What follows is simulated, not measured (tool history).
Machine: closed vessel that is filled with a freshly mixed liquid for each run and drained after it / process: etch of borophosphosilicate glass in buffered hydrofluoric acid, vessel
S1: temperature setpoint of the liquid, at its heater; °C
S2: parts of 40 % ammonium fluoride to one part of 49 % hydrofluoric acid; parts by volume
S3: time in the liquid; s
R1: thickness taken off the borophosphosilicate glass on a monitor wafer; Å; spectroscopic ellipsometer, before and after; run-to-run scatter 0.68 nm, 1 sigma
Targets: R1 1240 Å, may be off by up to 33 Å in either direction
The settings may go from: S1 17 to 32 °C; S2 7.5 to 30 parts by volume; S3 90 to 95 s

run	hour	S1	S2	S3	R1
1	0	24	20.5	90	933.12
2	5.2	24	20.5	95	977.31
3	11.1	24	20.5	90	919.68
4	19.3	24	20.5	90	928.35
5	21.6	24	25.5	90	801.06
6	30.3	26.5	25	90	924.01
7	34.4	28.5	25	90	1035.4
8	41.1	29.5	25	90	1080.1
9	44.5	30.5	25	90	1158.3

Next run, 5 choices. One meets every target within its allowed miss, the rest don't. Which?
A	47.9	30	25	90	?
B	47.9	30.5	27.5	90	?
C	47.9	27.5	21	95	?
D	47.9	31.5	24	90	?
E	47.9	28	21.5	90	?

move	R1
A	1112.6
B	1070.2
C	1159.9
D	1237.6
E	1110.3
A: its largest miss is bigger than the last run's
B: its largest miss is bigger than the last run's
C: as far off as the last run
D: all results land within tolerance of their targets
E: its largest miss is bigger than the last run's
The right move is D.
